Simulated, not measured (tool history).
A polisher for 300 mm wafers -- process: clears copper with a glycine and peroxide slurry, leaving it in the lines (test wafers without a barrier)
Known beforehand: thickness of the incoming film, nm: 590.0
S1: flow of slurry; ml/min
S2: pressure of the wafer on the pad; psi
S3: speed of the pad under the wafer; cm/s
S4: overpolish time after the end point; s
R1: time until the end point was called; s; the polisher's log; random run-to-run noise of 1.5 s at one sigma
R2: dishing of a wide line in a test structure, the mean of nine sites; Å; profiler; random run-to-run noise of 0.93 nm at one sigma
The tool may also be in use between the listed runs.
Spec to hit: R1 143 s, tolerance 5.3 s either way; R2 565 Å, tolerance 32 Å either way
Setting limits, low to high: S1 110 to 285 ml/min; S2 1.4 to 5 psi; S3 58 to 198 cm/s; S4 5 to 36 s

Run 1, hour 0: S1 180 ml/min, S2 3.2 psi, S3 128 cm/s, S4 18 s. Result: R1 107.28 s, R2 684.45 Å.
Run 2, hour 3.2: S1 180 ml/min, S2 3.2 psi, S3 128 cm/s, S4 25 s. Result: R1 107.54 s, R2 905.86 Å.
Run 3, hour 5.9: S1 180 ml/min, S2 2.9 psi, S3 128 cm/s, S4 24 s. Result: R1 116.26 s, R2 802.42 Å.
Run 4, hour 9.6: S1 180 ml/min, S2 2.7 psi, S3 128 cm/s, S4 23 s. Result: R1 123.32 s, R2 741.69 Å.
Run 5, hour 12.5: S1 205 ml/min, S2 2.7 psi, S3 128 cm/s, S4 23 s. Result: R1 121.49 s, R2 750.72 Å.
Run 6, hour 21: S1 205 ml/min, S2 2.7 psi, S3 142 cm/s, S4 23 s. Result: R1 111.78 s, R2 804.94 Å.
Run 7, hour 21.9: S1 205 ml/min, S2 2.5 psi, S3 142 cm/s, S4 22 s. Result: R1 121.89 s, R2 713.74 Å.
Run 8, hour 26: S1 205 ml/min, S2 2.4 psi, S3 142 cm/s, S4 21 s. Result: R1 124.06 s, R2 661.39 Å.
Run 9, hour 34.9: S1 185 ml/min, S2 1.8 psi, S3 142 cm/s, S4 20 s. Result: R1 160.58 s, R2 514.88 Å.
Run 10, hour 36.9: S1 235 ml/min, S2 1.9 psi, S3 142 cm/s, S4 20 s. Result: R1 147.34 s, R2 569.21 Å.
Run 11, hour 41.9: S1 240 ml/min, S2 1.9 psi, S3 142 cm/s, S4 19 s. Result: R1 152.48 s, R2 536.1 Å.

Exercise: of the 5 proposed moves below, exactly one satisfies all targets within the stated allowed misses. Which move is it?
Run A, hour 46.9: S1 245 ml/min, S2 1.8 psi, S3 132 cm/s, S4 22 s. Result: R1 ?, R2 ?.
Run B, hour 46.9: S1 260 ml/min, S2 1.6 psi, S3 148 cm/s, S4 21 s. Result: R1 ?, R2 ?.
Run C, hour 46.9: S1 255 ml/min, S2 1.8 psi, S3 142 cm/s, S4 22 s. Result: R1 ?, R2 ?.
Run D, hour 46.9: S1 230 ml/min, S2 2.2 psi, S3 130 cm/s, S4 19 s. Result: R1 ?, R2 ?.
Run E, hour 46.9: S1 205 ml/min, S2 2.2 psi, S3 116 cm/s, S4 19 s. Result: R1 ?, R2 ?.

move      R1      R2
   A  168.36  551.75
   B  170.59  520.16
   C  159.83  574.29
   D  145.31  558.72
   E   158.5  520.97
A: misses by more than the last run did
B: misses by more than the last run did
C: misses by more than the last run did
D: every result lands within tolerance
E: misses by more than the last run did
The move that meets every target is D.
